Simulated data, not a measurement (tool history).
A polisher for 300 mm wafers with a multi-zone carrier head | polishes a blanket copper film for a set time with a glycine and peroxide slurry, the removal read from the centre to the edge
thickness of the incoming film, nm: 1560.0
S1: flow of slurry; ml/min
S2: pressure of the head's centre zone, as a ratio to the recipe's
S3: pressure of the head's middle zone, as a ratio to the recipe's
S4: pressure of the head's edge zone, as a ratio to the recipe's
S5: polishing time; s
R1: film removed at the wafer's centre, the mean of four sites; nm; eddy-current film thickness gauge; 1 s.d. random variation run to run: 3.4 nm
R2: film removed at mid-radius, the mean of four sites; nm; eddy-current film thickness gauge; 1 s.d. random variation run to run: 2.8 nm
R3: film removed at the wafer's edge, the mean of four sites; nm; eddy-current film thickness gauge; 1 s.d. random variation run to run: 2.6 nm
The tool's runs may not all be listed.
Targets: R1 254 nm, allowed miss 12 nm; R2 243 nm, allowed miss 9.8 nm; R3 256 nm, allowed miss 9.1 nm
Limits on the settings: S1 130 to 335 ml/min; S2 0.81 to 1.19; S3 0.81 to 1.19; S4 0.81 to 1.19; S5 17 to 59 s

run  hour   S1    S2    S3    S4  S5      R1      R2      R3
  1     0  215     1     1     1  38  207.26  201.83  203.25
  2     9  220  1.01  1.01  1.04  39  212.48  217.36  211.57
  3  12.9  220  1.01  1.01  1.11  39  217.28  215.38  215.91
  4  19.6  225  1.01     1  1.13  40  223.97   220.9  228.89
  5  24.8  235  1.02     1  1.15  41  229.48  223.19  239.18
  6  33.2  235  1.05     1  1.15  41  243.48  228.96  238.04
  7  36.8  245  1.05     1  1.16  41   241.3  229.06   243.4
  8  38.4  255  1.06  1.01  1.17  41  247.97  230.17  239.23

Pick the move, out of 4, that brings all results within their allowed miss; only one does.
  A    40  190  1.01  0.97  1.03  47   ?   ?   ?
  B    40  235  1.14  0.89  1.16  44   ?   ?   ?
  C    40  250  1.14  1.12  1.15  40   ?   ?   ?
  D    40  325  0.97  0.89  1.19  42   ?   ?   ?

move      R1      R2      R3
   A  258.26  245.74  251.37
   B  282.27  220.42  255.76
   C  259.19  245.12  232.07
   D     238  218.03  254.02
A: in spec on every target
B: the worst result of the last run now meets its target, but another is out of spec
C: its largest miss is bigger than the last run's
D: the worst result of the last run now meets its target, but another is out of spec
The move that meets every target is A.
